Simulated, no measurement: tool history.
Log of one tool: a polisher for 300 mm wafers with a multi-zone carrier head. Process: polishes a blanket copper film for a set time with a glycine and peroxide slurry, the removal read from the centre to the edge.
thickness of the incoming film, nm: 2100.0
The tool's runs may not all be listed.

run  hour  flow of slurry (ml/min)  pressure of the head's centre zone  pressure of the head's middle zone  pressure of the head's edge zone  polishing time (s)  film removed at the wafer's centre (Å)  film removed at mid-radius (Å)  film removed at the wafer's edge (Å)
  1   0.0                      270                                1.00                                1.00                              1.00                  47                                  1496.5                          1439.8                                1460.6
  2   6.5                      265                                0.98                                0.98                              0.99                  47                                  1457.8                          1417.7                                1438.4
  3   9.6                      265                                1.04                                0.98                              0.99                  47                                  1550.2                          1431.8                                1452.2
  4  13.7                      260                                1.01                                0.97                              0.99                  47                                  1502.8                          1372.6                                1453.9
  5  19.1                      260                                1.07                                0.97                              0.99                  47                                  1591.8                          1411.2                                1429.0
  6  24.8                      195                                1.07                                0.97                              0.99                  47                                  1532.1                          1365.5                                1408.9
  7  28.0                      190                                1.04                                0.96                              0.98                  47                                  1484.1                          1318.5                                1384.9
  8  34.6                      185                                1.01                                0.96                              0.98                  47                                  1426.3                          1337.1                                1375.7
  9  39.9                      185                                0.99                                0.95                              0.98                  47                                  1387.7                          1311.7                                1397.7

Forecast run 10:
 10  41.1                      185                                0.97                                0.94                              0.97                  47                                       ?                               ?                                     ?

film removed at the wafer's centre (Å): 1368.2
film removed at mid-radius (Å): 1333.3
film removed at the wafer's edge (Å): 1361.7
